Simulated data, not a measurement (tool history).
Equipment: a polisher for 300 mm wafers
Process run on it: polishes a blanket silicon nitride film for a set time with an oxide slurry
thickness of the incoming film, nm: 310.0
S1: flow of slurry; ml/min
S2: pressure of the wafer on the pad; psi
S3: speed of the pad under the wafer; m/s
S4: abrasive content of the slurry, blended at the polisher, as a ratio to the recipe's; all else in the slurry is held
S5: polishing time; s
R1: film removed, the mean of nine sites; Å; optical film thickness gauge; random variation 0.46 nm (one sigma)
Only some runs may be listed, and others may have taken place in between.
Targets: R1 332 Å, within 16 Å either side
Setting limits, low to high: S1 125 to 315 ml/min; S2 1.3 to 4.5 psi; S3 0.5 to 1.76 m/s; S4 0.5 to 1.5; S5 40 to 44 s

run 1 hour=0 | S1=205 S2=2.9 S3=1.12 S4=1 S5=44 | R1=204.28
run 2 hour=8.9 | S1=205 S2=2.9 S3=0.92 S4=1 S5=44 | R1=175.3
run 3 hour=15 | S1=205 S2=2.9 S3=1.04 S4=1 S5=44 | R1=198.45
run 4 hour=19.1 | S1=205 S2=2.9 S3=1.04 S4=1 S5=44 | R1=195.68
-- hour=23.2 slurry blender recalibrated
run 5 hour=23.2 | S1=205 S2=3.6 S3=1.04 S4=1 S5=44 | R1=282.93
run 6 hour=29 | S1=205 S2=3.7 S3=1.04 S4=1 S5=44 | R1=288.18
run 7 hour=29.9 | S1=205 S2=3.8 S3=1.04 S4=1 S5=44 | R1=301.62
run 8 hour=34.6 | S1=205 S2=3.9 S3=1.04 S4=1 S5=44 | R1=301.88
run 9 hour=41.1 | S1=205 S2=4 S3=1.04 S4=1 S5=44 | R1=308.25

Which one of the following 4 next-run settings gets every result inside its allowed miss? There is exactly one.
run A hour=47.6 | S1=210 S2=4.4 S3=1.26 S4=1 S5=43 | R1=?
run B hour=47.6 | S1=180 S2=3.9 S3=0.84 S4=1.25 S5=42 | R1=?
run C hour=47.6 | S1=215 S2=4.4 S3=1.06 S4=1.05 S5=44 | R1=?
run D hour=47.6 | S1=195 S2=3.6 S3=1.16 S4=1.25 S5=42 | R1=?

move=A R1=375.73
move=B R1=278.37
move=C R1=353.18
move=D R1=326.12
A: takes the result that was furthest off past its target
B: the biggest miss grows against the last run
C: takes the result that was furthest off past its target
D: meets every target
The move that meets every target is D.

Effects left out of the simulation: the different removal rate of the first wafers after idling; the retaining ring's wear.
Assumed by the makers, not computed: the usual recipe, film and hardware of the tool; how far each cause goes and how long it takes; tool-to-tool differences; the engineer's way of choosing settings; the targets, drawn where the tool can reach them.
